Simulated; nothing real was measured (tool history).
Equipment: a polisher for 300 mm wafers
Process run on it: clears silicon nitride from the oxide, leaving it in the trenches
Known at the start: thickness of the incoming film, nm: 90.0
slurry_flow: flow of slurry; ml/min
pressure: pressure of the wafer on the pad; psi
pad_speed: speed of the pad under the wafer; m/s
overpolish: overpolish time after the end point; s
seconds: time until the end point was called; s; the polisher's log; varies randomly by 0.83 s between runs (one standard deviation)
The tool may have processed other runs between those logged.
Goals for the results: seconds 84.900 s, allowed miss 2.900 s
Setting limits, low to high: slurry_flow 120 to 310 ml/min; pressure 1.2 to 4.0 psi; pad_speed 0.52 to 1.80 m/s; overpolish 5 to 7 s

run 1 hour=0.0 | slurry_flow=200 pressure=2.6 pad_speed=1.16 overpolish=7 | seconds=71.034
run 2 hour=8.7 | slurry_flow=195 pressure=2.5 pad_speed=1.16 overpolish=7 | seconds=74.168
run 3 hour=12.3 | slurry_flow=190 pressure=2.4 pad_speed=1.16 overpolish=7 | seconds=76.052
run 4 hour=21.3 | slurry_flow=190 pressure=2.9 pad_speed=1.16 overpolish=7 | seconds=66.247
run 5 hour=23.6 | slurry_flow=215 pressure=2.9 pad_speed=1.16 overpolish=7 | seconds=64.468
run 6 hour=29.6 | slurry_flow=210 pressure=2.6 pad_speed=1.16 overpolish=7 | seconds=70.377
run 7 hour=30.4 | slurry_flow=200 pressure=2.4 pad_speed=1.16 overpolish=7 | seconds=74.802
run 8 hour=36.0 | slurry_flow=190 pressure=2.3 pad_speed=1.16 overpolish=7 | seconds=77.608
run 9 hour=38.2 | slurry_flow=185 pressure=2.2 pad_speed=1.16 overpolish=7 | seconds=80.363

Exercise: of the 4 proposed moves below, exactly one satisfies all targets within the stated allowed misses. Which move is it?
run A hour=40.4 | slurry_flow=170 pressure=2.0 pad_speed=1.50 overpolish=7 | seconds=?
run B hour=40.4 | slurry_flow=180 pressure=2.6 pad_speed=1.02 overpolish=7 | seconds=?
run C hour=40.4 | slurry_flow=265 pressure=1.7 pad_speed=1.34 overpolish=7 | seconds=?
run D hour=40.4 | slurry_flow=185 pressure=2.2 pad_speed=1.26 overpolish=7 | seconds=?

move=A seconds=71.198
move=B seconds=78.886
move=C seconds=83.157
move=D seconds=75.643
A: misses by more than the last run did
B: misses by more than the last run did
C: meets every target
D: misses by more than the last run did
Move C is the one to make.
